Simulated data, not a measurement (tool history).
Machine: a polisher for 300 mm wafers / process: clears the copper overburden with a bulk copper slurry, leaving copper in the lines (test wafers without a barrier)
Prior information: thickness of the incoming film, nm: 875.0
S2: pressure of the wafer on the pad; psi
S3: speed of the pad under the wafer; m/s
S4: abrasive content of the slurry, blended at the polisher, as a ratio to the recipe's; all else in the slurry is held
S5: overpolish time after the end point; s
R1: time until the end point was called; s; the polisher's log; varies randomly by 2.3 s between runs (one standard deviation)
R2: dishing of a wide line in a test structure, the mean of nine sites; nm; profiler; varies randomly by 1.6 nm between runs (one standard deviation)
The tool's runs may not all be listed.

Run 1, day 0: flow of slurry (ml/min) 310, S2 2 psi, S3 0.88 m/s, S4 1, S5 22 s. Result: R1 141.92 s, R2 63.786 nm.
Run 2, day 0.238: flow of slurry (ml/min) 310, S2 1.7 psi, S3 0.88 m/s, S4 1, S5 22 s. Result: R1 162.2 s, R2 53.135 nm.
Run 3, day 0.312: flow of slurry (ml/min) 310, S2 1.7 psi, S3 0.68 m/s, S4 1, S5 22 s. Result: R1 213.8 s, R2 46.82 nm.
Run 4, day 0.45: flow of slurry (ml/min) 310, S2 1.9 psi, S3 0.68 m/s, S4 1, S5 22 s. Result: R1 188.69 s, R2 51.138 nm.
Run 5, day 0.708: flow of slurry (ml/min) 310, S2 1.9 psi, S3 0.56 m/s, S4 1, S5 22 s. Result: R1 227.88 s, R2 43.822 nm.
Run 6, day 1.021: flow of slurry (ml/min) 310, S2 1.9 psi, S3 0.56 m/s, S4 1, S5 14 s. Result: R1 237.19 s, R2 31.243 nm.

Estimate the outcome of run 7 from the log above:
Run 7, day 1.283: flow of slurry (ml/min) 310, S2 2 psi, S3 0.56 m/s, S4 1, S5 19 s. Result: R1 ?, R2 ?.

R1: 225.3 s
R2: 41.017 nm
